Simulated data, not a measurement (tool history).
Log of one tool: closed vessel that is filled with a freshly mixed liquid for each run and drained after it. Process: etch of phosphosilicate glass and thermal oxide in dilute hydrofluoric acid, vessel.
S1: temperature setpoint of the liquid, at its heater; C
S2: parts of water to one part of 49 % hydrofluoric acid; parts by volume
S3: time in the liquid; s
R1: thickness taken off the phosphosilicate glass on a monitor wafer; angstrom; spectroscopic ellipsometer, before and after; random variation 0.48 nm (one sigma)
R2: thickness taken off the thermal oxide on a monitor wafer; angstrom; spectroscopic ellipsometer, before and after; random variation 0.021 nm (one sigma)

| run | hour | S1 | S2 | S3 | R1 | R2 |
|---|---|---|---|---|---|---|
| 1 | 0.0 | 26.0 | 85 | 60 | 1493.7 | 40.018 |
| 2 | 3.7 | 26.0 | 65 | 60 | 1990.6 | 53.418 |
| 3 | 6.8 | 26.0 | 40 | 60 | 3359.1 | 88.876 |
| 4 | 9.1 | 26.0 | 40 | 50 | 2805.1 | 75.009 |
| 5 | 11.3 | 25.0 | 45 | 50 | 2401.4 | 63.850 |
| 6 | 13.3 | 25.0 | 30 | 50 | 3637.5 | 96.161 |
|  | 19.6 | thermometer replaced |
| 7 | 19.6 | 24.5 | 35 | 50 | 2894.1 | 76.436 |
| 8 | 28.1 | 24.0 | 40 | 50 | 2467.7 | 65.864 |
| 9 | 30.1 | 23.5 | 45 | 50 | 2131.4 | 57.627 |

The next listed run, before its measurement:
| 10 | 33.6 | 23.0 | 45 | 50 | ? | ? |

R1: 2076.7 angstrom
R2: 55.526 angstrom
